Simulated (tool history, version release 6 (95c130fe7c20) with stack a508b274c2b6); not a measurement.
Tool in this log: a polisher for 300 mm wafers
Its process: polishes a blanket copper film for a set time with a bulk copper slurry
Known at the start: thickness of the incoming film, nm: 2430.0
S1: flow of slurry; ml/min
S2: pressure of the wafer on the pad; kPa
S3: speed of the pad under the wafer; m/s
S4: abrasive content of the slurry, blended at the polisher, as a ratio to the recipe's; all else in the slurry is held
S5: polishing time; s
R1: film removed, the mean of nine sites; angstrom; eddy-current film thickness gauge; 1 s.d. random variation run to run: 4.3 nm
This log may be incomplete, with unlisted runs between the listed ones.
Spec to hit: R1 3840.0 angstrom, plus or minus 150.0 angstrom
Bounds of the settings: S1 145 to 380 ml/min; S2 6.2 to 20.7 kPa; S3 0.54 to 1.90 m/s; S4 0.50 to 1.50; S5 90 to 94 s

Run 1, day 0.000: S1 245 ml/min, S2 13.1 kPa, S3 1.22 m/s, S4 1.00, S5 90 s. Result: R1 6200.8 angstrom.
Run 2, day 0.192: S1 245 ml/min, S2 11.7 kPa, S3 1.22 m/s, S4 1.00, S5 90 s. Result: R1 5711.9 angstrom.
Run 3, day 0.471: S1 245 ml/min, S2 10.3 kPa, S3 1.20 m/s, S4 1.00, S5 90 s. Result: R1 4941.6 angstrom.
Run 4, day 0.600: S1 245 ml/min, S2 9.7 kPa, S3 1.20 m/s, S4 1.00, S5 90 s. Result: R1 4579.2 angstrom.
Run 5, day 0.775: S1 245 ml/min, S2 9.7 kPa, S3 1.20 m/s, S4 1.20, S5 90 s. Result: R1 4985.7 angstrom.
Run 6, day 1.146: S1 245 ml/min, S2 9.7 kPa, S3 1.34 m/s, S4 1.20, S5 90 s. Result: R1 5466.0 angstrom.
Run 7, day 1.408: S1 245 ml/min, S2 9.0 kPa, S3 1.32 m/s, S4 1.20, S5 90 s. Result: R1 4946.3 angstrom.
Run 8, day 1.571: S1 245 ml/min, S2 6.2 kPa, S3 1.30 m/s, S4 1.20, S5 90 s. Result: R1 3485.8 angstrom.

Of the 5 settings listed for the next run, only one would bring every result within its allowed miss of target. Which one?
Run A, day 1.733: S1 235 ml/min, S2 6.9 kPa, S3 1.10 m/s, S4 1.10, S5 94 s. Result: R1 ?.
Run B, day 1.733: S1 240 ml/min, S2 6.2 kPa, S3 1.26 m/s, S4 1.35, S5 90 s. Result: R1 ?.
Run C, day 1.733: S1 260 ml/min, S2 6.9 kPa, S3 1.46 m/s, S4 1.15, S5 90 s. Result: R1 ?.
Run D, day 1.733: S1 245 ml/min, S2 6.2 kPa, S3 1.20 m/s, S4 1.25, S5 90 s. Result: R1 ?.
Run E, day 1.733: S1 205 ml/min, S2 7.6 kPa, S3 1.14 m/s, S4 1.25, S5 94 s. Result: R1 ?.

move      R1
   A  3307.4
   B  3446.1
   C  4248.8
   D  3233.5
   E  3806.2
A: its largest miss is bigger than the last run's
B: its largest miss is bigger than the last run's
C: pushes the last run's worst result past its target
D: its largest miss is bigger than the last run's
E: every result within its allowed miss
Go with E: it meets all targets.
